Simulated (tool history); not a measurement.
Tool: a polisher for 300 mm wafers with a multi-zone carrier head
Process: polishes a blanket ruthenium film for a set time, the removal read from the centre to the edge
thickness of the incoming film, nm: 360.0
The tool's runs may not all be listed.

| run | hour | flow of slurry (ml/min) | pressure of the head's centre zone | pressure of the head's middle zone | pressure of the head's edge zone | polishing time (s) | film removed at the wafer's centre (angstrom) | film removed at mid-radius (angstrom) | film removed at the wafer's edge (angstrom) |
|---|---|---|---|---|---|---|---|---|---|
| 1 | 0 | 180 | 1 | 1 | 1 | 40 | 352.62 | 359.75 | 357.64 |
| 2 | 7.8 | 155 | 1 | 1 | 1 | 40 | 348.24 | 355.6 | 354.87 |
| 3 | 11.8 | 155 | 1 | 1.05 | 1 | 40 | 343.85 | 372.66 | 344.57 |
| 4 | 12.8 | 150 | 0.97 | 1.01 | 0.97 | 34 | 277.35 | 300.75 | 286.33 |
| 5 | 17.3 | 145 | 0.94 | 0.96 | 0.93 | 31 | 250.34 | 261.97 | 260.63 |
| 6 | 19.8 | 145 | 0.94 | 0.96 | 0.93 | 23 | 187.99 | 199.17 | 196.76 |
| 7 | 24.2 | 150 | 0.93 | 0.96 | 0.95 | 23 | 182.04 | 195.51 | 195.3 |

The next listed run, before its measurement:
| 8 | 31.9 | 150 | 0.93 | 0.96 | 0.95 | 23 | ? | ? | ? |

{"run 8": {"film removed at the wafer's centre (angstrom)": 184.77, "film removed at mid-radius (angstrom)": 198.5, "film removed at the wafer's edge (angstrom)": 194.56}}

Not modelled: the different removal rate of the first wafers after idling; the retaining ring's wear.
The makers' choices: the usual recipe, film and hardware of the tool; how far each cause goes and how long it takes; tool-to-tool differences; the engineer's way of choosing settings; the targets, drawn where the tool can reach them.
